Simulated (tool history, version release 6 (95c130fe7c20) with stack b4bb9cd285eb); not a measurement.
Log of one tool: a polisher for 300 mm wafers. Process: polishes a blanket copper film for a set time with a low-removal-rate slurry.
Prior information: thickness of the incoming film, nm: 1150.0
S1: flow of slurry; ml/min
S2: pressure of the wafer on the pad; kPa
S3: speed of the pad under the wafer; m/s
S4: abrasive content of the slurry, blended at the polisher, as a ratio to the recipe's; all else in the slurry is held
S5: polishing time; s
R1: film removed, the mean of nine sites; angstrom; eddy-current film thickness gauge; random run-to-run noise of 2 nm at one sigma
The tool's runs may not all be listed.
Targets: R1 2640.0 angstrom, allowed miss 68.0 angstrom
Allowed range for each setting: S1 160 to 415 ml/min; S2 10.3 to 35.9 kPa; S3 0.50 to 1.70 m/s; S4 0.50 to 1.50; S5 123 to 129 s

{"run": 1, "hour": 0.0, "S1": 265, "S2": 22.8, "S3": 1.1, "S4": 1.0, "S5": 123, "R1": 3422.0}
{"run": 2, "hour": 5.4, "S1": 265, "S2": 22.8, "S3": 0.88, "S4": 1.0, "S5": 123, "R1": 2893.9}
{"run": 3, "hour": 12.3, "S1": 265, "S2": 22.8, "S3": 0.88, "S4": 0.85, "S5": 123, "R1": 2733.5}
{"run": 4, "hour": 18.0, "S1": 265, "S2": 18.6, "S3": 0.88, "S4": 0.85, "S5": 123, "R1": 2289.9}
{"hour": 19.0, "done": "worn pad replaced by a new one"}
{"run": 5, "hour": 19.0, "S1": 235, "S2": 18.6, "S3": 0.88, "S4": 0.85, "S5": 123, "R1": 2535.3}
{"run": 6, "hour": 26.2, "S1": 235, "S2": 18.6, "S3": 1.12, "S4": 0.85, "S5": 123, "R1": 3039.4}
{"run": 7, "hour": 28.4, "S1": 250, "S2": 18.6, "S3": 1.12, "S4": 0.85, "S5": 123, "R1": 3046.4}
{"run": 8, "hour": 30.5, "S1": 265, "S2": 18.6, "S3": 1.12, "S4": 0.85, "S5": 123, "R1": 3079.2}
{"run": 9, "hour": 39.2, "S1": 265, "S2": 17.9, "S3": 1.12, "S4": 0.85, "S5": 123, "R1": 3017.8}
{"run": 10, "hour": 40.0, "S1": 265, "S2": 17.2, "S3": 1.12, "S4": 0.85, "S5": 123, "R1": 2862.7}
{"run": 11, "hour": 48.9, "S1": 275, "S2": 17.2, "S3": 1.12, "S4": 0.85, "S5": 123, "R1": 2963.7}

Which one of the following 5 next-run settings gets every result inside its allowed miss? There is exactly one.
{"run": "A", "hour": 57.8, "S1": 235, "S2": 20.7, "S3": 1.02, "S4": 1.15, "S5": 125, "R1": "?"}
{"run": "B", "hour": 57.8, "S1": 325, "S2": 16.5, "S3": 1.14, "S4": 0.55, "S5": 123, "R1": "?"}
{"run": "C", "hour": 57.8, "S1": 220, "S2": 17.2, "S3": 1.08, "S4": 0.95, "S5": 123, "R1": "?"}
{"run": "D", "hour": 57.8, "S1": 245, "S2": 24.1, "S3": 0.8, "S4": 0.8, "S5": 123, "R1": "?"}
{"run": "E", "hour": 57.8, "S1": 315, "S2": 15.9, "S3": 1.0, "S4": 0.85, "S5": 129, "R1": "?"}

move=A R1=3376.0
move=B R1=2472.8
move=C R1=2792.9
move=D R1=2826.8
move=E R1=2582.3
A: moves away from the targets compared with the last run
B: takes the biggest miss from the last run beyond its target
C: nearer the targets than the last run, but a result is still out of spec
D: nearer the targets than the last run, but a result is still out of spec
E: meets every target
Correct choice: E, which meets every target
